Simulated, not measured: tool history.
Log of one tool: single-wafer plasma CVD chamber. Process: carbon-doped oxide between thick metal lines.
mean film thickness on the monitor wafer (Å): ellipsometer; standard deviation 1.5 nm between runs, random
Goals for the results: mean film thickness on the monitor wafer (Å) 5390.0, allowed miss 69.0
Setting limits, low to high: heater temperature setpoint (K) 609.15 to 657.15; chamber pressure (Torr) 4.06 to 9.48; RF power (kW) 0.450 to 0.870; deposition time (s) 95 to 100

| run | hour | heater temperature setpoint (K) | chamber pressure (Torr) | RF power (kW) | deposition time (s) | mean film thickness on the monitor wafer (Å) |
|---|---|---|---|---|---|---|
| 1 | 0.0 | 633.15 | 6.77 | 0.660 | 100 | 6226.8 |
| 2 | 7.8 | 633.15 | 6.77 | 0.660 | 100 | 6210.8 |
| 3 | 8.7 | 633.15 | 7.85 | 0.660 | 100 | 6281.0 |
| 4 | 11.9 | 636.15 | 7.61 | 0.630 | 100 | 6069.3 |
|  | 16.3 | capacitance manometer re-zeroed and calibrated |
| 5 | 16.3 | 638.15 | 7.37 | 0.610 | 100 | 5935.0 |
| 6 | 21.6 | 644.15 | 7.37 | 0.610 | 100 | 5841.7 |
| 7 | 29.7 | 646.15 | 7.19 | 0.595 | 100 | 5729.5 |
| 8 | 32.1 | 647.15 | 7.02 | 0.585 | 100 | 5666.8 |
| 9 | 34.5 | 648.15 | 6.90 | 0.575 | 100 | 5602.0 |
| 10 | 43.0 | 649.15 | 6.81 | 0.570 | 100 | 5553.3 |
| 11 | 45.8 | 650.15 | 6.72 | 0.565 | 100 | 5527.6 |
| 12 | 48.2 | 651.15 | 6.67 | 0.560 | 100 | 5520.5 |
| 13 | 55.8 | 652.15 | 6.66 | 0.555 | 100 | 5477.8 |
| 14 | 63.1 | 652.15 | 6.66 | 0.555 | 100 | 5479.3 |

4 next moves are on the table. One of them brings every result within its allowed miss. Which?
| A | 70.4 | 657.15 | 6.13 | 0.615 | 99 | ? |
| B | 70.4 | 657.15 | 6.42 | 0.570 | 98 | ? |
| C | 70.4 | 653.15 | 5.78 | 0.610 | 98 | ? |
| D | 70.4 | 652.15 | 7.15 | 0.585 | 100 | ? |

| move | mean film thickness on the monitor wafer (Å) |
|---|---|
| A | 5610.5 |
| B | 5367.9 |
| C | 5539.0 |
| D | 5631.8 |
A: its largest miss is bigger than the last run's
B: hits every target within its allowed miss
C: its largest miss is bigger than the last run's
D: its largest miss is bigger than the last run's
Move B is the one to make.

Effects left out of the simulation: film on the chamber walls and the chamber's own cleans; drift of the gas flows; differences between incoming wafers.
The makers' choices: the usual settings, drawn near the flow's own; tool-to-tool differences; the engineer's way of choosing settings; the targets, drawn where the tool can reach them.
